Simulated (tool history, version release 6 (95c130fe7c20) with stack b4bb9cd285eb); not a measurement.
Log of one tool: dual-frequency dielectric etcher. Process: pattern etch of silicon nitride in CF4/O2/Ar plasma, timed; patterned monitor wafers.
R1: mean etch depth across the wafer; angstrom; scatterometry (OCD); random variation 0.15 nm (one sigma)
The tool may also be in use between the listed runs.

Run 1, day 0: source power (W) 720, bias power (W) 59, Ar flow (sccm) 89, CF4 flow (sccm) 138, etch time (s) 10.5. Result: R1 290.72 angstrom.
Run 2, day 0.117: source power (W) 720, bias power (W) 59, Ar flow (sccm) 89, CF4 flow (sccm) 149, etch time (s) 10.5. Result: R1 295.24 angstrom.
Run 3, day 0.4: source power (W) 720, bias power (W) 59, Ar flow (sccm) 89, CF4 flow (sccm) 149, etch time (s) 9.5. Result: R1 266.37 angstrom.
Run 4, day 0.542: source power (W) 770, bias power (W) 59, Ar flow (sccm) 89, CF4 flow (sccm) 149, etch time (s) 9.5. Result: R1 281.17 angstrom.
Run 5, day 0.8: source power (W) 770, bias power (W) 59, Ar flow (sccm) 83, CF4 flow (sccm) 149, etch time (s) 9.5. Result: R1 284.25 angstrom.
Run 6, day 1.088: source power (W) 820, bias power (W) 60, Ar flow (sccm) 83, CF4 flow (sccm) 149, etch time (s) 9.5. Result: R1 302.03 angstrom.
Run 7, day 1.158: source power (W) 860, bias power (W) 60, Ar flow (sccm) 83, CF4 flow (sccm) 149, etch time (s) 9.5. Result: R1 313.47 angstrom.
Run 8, day 1.483: source power (W) 890, bias power (W) 61, Ar flow (sccm) 83, CF4 flow (sccm) 149, etch time (s) 9.5. Result: R1 324.79 angstrom.
Run 9, day 1.854: source power (W) 910, bias power (W) 61, Ar flow (sccm) 83, CF4 flow (sccm) 149, etch time (s) 9.5. Result: R1 329.44 angstrom.

Run 10 comes next. What will it give?
Run 10, day 2.075: source power (W) 930, bias power (W) 62, Ar flow (sccm) 83, CF4 flow (sccm) 149, etch time (s) 9.5. Result: R1 ?.

Run 10 gave R1 338.15 angstrom.

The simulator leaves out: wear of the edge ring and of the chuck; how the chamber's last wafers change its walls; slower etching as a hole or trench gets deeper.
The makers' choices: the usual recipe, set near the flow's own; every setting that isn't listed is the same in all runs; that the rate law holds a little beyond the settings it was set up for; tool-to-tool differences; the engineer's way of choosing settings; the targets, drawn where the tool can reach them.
